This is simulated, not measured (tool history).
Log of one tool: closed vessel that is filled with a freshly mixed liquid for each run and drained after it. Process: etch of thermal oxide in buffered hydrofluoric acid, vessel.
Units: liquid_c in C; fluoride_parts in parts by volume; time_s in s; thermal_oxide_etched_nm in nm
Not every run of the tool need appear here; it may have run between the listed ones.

run 1 hour=0.0 | liquid_c=24.0 fluoride_parts=15.0 time_s=100 | thermal_oxide_etched_nm=74.139
run 2 hour=2.7 | liquid_c=26.0 fluoride_parts=15.0 time_s=100 | thermal_oxide_etched_nm=82.983
run 3 hour=6.1 | liquid_c=26.0 fluoride_parts=19.0 time_s=100 | thermal_oxide_etched_nm=65.988
run 4 hour=9.9 | liquid_c=24.5 fluoride_parts=19.0 time_s=100 | thermal_oxide_etched_nm=60.334
run 5 hour=17.2 | liquid_c=23.5 fluoride_parts=19.0 time_s=100 | thermal_oxide_etched_nm=57.461
run 6 hour=21.4 | liquid_c=27.0 fluoride_parts=19.0 time_s=100 | thermal_oxide_etched_nm=69.253
run 7 hour=23.4 | liquid_c=25.5 fluoride_parts=19.0 time_s=100 | thermal_oxide_etched_nm=63.831
run 8 hour=26.3 | liquid_c=24.0 fluoride_parts=19.0 time_s=100 | thermal_oxide_etched_nm=58.970
run 9 hour=34.0 | liquid_c=23.0 fluoride_parts=19.0 time_s=100 | thermal_oxide_etched_nm=55.682
run 10 hour=36.8 | liquid_c=22.0 fluoride_parts=19.0 time_s=100 | thermal_oxide_etched_nm=52.433

Predict the results of run 11:
run 11 hour=37.7 | liquid_c=21.5 fluoride_parts=19.0 time_s=100 | thermal_oxide_etched_nm=?

thermal_oxide_etched_nm: 51.016 nm
